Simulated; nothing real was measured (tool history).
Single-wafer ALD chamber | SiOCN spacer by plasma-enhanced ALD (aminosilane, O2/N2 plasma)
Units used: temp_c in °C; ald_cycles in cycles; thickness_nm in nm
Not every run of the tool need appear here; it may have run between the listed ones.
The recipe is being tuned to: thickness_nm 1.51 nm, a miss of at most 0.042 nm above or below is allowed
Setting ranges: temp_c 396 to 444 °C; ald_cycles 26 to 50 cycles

{"run": 1, "day": 0.0, "temp_c": 420, "ald_cycles": 38, "thickness_nm": 1.938}
{"run": 2, "day": 0.204, "temp_c": 422, "ald_cycles": 35, "thickness_nm": 1.7705}
{"run": 3, "day": 0.296, "temp_c": 415, "ald_cycles": 35, "thickness_nm": 1.8118}
{"run": 4, "day": 0.417, "temp_c": 417, "ald_cycles": 33, "thickness_nm": 1.7003}
{"run": 5, "day": 0.771, "temp_c": 419, "ald_cycles": 32, "thickness_nm": 1.6353}
{"run": 6, "day": 0.942, "temp_c": 421, "ald_cycles": 31, "thickness_nm": 1.5797}
{"run": 7, "day": 1.058, "temp_c": 422, "ald_cycles": 31, "thickness_nm": 1.5699}
{"run": 8, "day": 1.192, "temp_c": 423, "ald_cycles": 31, "thickness_nm": 1.5534}
{"run": 9, "day": 1.471, "temp_c": 424, "ald_cycles": 31, "thickness_nm": 1.5602}

Which single option among these 4 for the next run brings every result within its allowed miss of target? Just one does.
{"run": "A", "day": 1.75, "temp_c": 418, "ald_cycles": 31, "thickness_nm": "?"}
{"run": "B", "day": 1.75, "temp_c": 425, "ald_cycles": 30, "thickness_nm": "?"}
{"run": "C", "day": 1.75, "temp_c": 418, "ald_cycles": 32, "thickness_nm": "?"}
{"run": "D", "day": 1.75, "temp_c": 427, "ald_cycles": 35, "thickness_nm": "?"}

move=A thickness_nm=1.5965
move=B thickness_nm=1.5074
move=C thickness_nm=1.648
move=D thickness_nm=1.746
A: its largest miss is bigger than the last run's
B: each result inside its tolerance
C: its largest miss is bigger than the last run's
D: its largest miss is bigger than the last run's
So the answer is move B, the one that meets all the targets.
